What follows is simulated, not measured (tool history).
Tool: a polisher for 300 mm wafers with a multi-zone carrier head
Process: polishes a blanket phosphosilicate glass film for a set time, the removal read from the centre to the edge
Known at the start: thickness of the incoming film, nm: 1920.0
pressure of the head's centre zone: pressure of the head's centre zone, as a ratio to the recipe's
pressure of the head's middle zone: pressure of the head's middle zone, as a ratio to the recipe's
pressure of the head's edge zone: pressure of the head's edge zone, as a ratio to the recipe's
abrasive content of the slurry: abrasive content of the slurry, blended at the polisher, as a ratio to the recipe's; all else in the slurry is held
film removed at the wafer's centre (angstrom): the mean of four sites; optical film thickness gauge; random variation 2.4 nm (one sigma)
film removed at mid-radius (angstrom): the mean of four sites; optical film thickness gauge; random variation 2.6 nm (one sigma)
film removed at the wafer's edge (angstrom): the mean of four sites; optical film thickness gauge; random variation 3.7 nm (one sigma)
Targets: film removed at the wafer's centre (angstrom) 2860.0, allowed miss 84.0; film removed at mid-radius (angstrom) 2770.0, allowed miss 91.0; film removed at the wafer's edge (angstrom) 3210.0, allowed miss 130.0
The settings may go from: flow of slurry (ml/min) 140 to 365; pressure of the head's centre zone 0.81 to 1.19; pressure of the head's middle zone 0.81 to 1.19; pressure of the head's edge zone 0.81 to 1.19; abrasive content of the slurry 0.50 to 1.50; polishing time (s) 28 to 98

run	hour	flow of slurry (ml/min)	pressure of the head's centre zone	pressure of the head's middle zone	pressure of the head's edge zone	abrasive content of the slurry	polishing time (s)	film removed at the wafer's centre (angstrom)	film removed at mid-radius (angstrom)	film removed at the wafer's edge (angstrom)
1	0.0	235	1.00	1.00	1.00	1.00	63	4180.3	4068.8	4218.3
2	1.1	235	1.00	1.04	1.00	1.00	63	4086.4	4371.3	4230.3
3	9.4	235	1.03	1.04	1.00	1.00	63	4269.8	4247.6	4234.4
4	11.4	230	1.00	1.00	0.99	0.90	63	3793.4	3796.5	3901.1
5	12.1	220	0.98	0.97	0.97	0.90	63	3658.7	3742.3	3821.1
6	20.6	220	1.06	0.97	0.97	0.90	63	3993.3	3737.7	3805.5
7	23.8	220	1.04	0.95	0.97	0.85	63	3766.1	3510.0	3664.4
8	26.6	190	0.94	0.85	0.89	0.75	63	2964.6	2759.9	3103.5

Which of these 4 next moves meets every target?
A	29.4	170	0.88	0.83	0.92	0.95	54	?	?	?
B	29.4	215	0.89	0.85	0.85	0.85	52	?	?	?
C	29.4	220	0.91	0.89	0.88	0.75	66	?	?	?
D	29.4	165	0.85	0.94	0.81	0.80	60	?	?	?

move	film removed at the wafer's centre (angstrom)	film removed at mid-radius (angstrom)	film removed at the wafer's edge (angstrom)
A	2848.3	2765.0	3238.7
B	2656.3	2589.3	2839.2
C	3069.5	3041.9	3262.2
D	2649.0	2927.5	2931.8
A: meets every target
B: takes the result that was furthest off past its target
C: further off than the last run
D: takes the result that was furthest off past its target
Move A is the one to make.

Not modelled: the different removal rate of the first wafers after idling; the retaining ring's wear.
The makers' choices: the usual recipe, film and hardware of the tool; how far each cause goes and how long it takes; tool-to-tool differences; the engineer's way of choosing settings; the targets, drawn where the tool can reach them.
